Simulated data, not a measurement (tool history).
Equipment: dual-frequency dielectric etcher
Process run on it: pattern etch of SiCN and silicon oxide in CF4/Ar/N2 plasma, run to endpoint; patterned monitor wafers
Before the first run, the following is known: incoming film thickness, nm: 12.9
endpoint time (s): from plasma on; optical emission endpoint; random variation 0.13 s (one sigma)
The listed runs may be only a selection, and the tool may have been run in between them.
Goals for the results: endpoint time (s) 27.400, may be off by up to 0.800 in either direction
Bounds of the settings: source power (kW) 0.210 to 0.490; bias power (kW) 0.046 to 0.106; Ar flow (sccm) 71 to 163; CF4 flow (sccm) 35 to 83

{"run": 1, "day": 0.0, "source power (kW)": 0.35, "bias power (kW)": 0.076, "Ar flow (sccm)": 117, "CF4 flow (sccm)": 59, "endpoint time (s)": 18.86}
{"run": 2, "day": 0.196, "source power (kW)": 0.32, "bias power (kW)": 0.076, "Ar flow (sccm)": 117, "CF4 flow (sccm)": 59, "endpoint time (s)": 20.103}
{"run": 3, "day": 0.238, "source power (kW)": 0.32, "bias power (kW)": 0.076, "Ar flow (sccm)": 117, "CF4 flow (sccm)": 52, "endpoint time (s)": 20.142}
{"run": 4, "day": 0.292, "source power (kW)": 0.32, "bias power (kW)": 0.076, "Ar flow (sccm)": 117, "CF4 flow (sccm)": 47, "endpoint time (s)": 20.525}
{"run": 5, "day": 0.554, "source power (kW)": 0.32, "bias power (kW)": 0.064, "Ar flow (sccm)": 117, "CF4 flow (sccm)": 47, "endpoint time (s)": 21.768}
{"run": 6, "day": 0.625, "source power (kW)": 0.32, "bias power (kW)": 0.064, "Ar flow (sccm)": 99, "CF4 flow (sccm)": 47, "endpoint time (s)": 21.211}
{"run": 7, "day": 0.929, "source power (kW)": 0.25, "bias power (kW)": 0.06, "Ar flow (sccm)": 101, "CF4 flow (sccm)": 47, "endpoint time (s)": 24.995}
{"run": 8, "day": 1.054, "source power (kW)": 0.24, "bias power (kW)": 0.059, "Ar flow (sccm)": 101, "CF4 flow (sccm)": 47, "endpoint time (s)": 26.047}

Which of these 5 next moves meets every target?
{"run": "A", "day": 1.179, "source power (kW)": 0.21, "bias power (kW)": 0.068, "Ar flow (sccm)": 105, "CF4 flow (sccm)": 43, "endpoint time (s)": "?"}
{"run": "B", "day": 1.179, "source power (kW)": 0.28, "bias power (kW)": 0.047, "Ar flow (sccm)": 108, "CF4 flow (sccm)": 42, "endpoint time (s)": "?"}
{"run": "C", "day": 1.179, "source power (kW)": 0.26, "bias power (kW)": 0.059, "Ar flow (sccm)": 84, "CF4 flow (sccm)": 37, "endpoint time (s)": "?"}
{"run": "D", "day": 1.179, "source power (kW)": 0.21, "bias power (kW)": 0.05, "Ar flow (sccm)": 102, "CF4 flow (sccm)": 51, "endpoint time (s)": "?"}
{"run": "E", "day": 1.179, "source power (kW)": 0.24, "bias power (kW)": 0.046, "Ar flow (sccm)": 109, "CF4 flow (sccm)": 40, "endpoint time (s)": "?"}

move=A endpoint_time_(s)=27.468
move=B endpoint_time_(s)=25.905
move=C endpoint_time_(s)=24.944
move=D endpoint_time_(s)=29.172
move=E endpoint_time_(s)=28.937
A: every result lands within tolerance
B: its largest miss is bigger than the last run's
C: its largest miss is bigger than the last run's
D: the result that was furthest off in the last run now lies on the other side of its target
E: the result that was furthest off in the last run now lies on the other side of its target
A is the move that brings every result within its allowed miss.
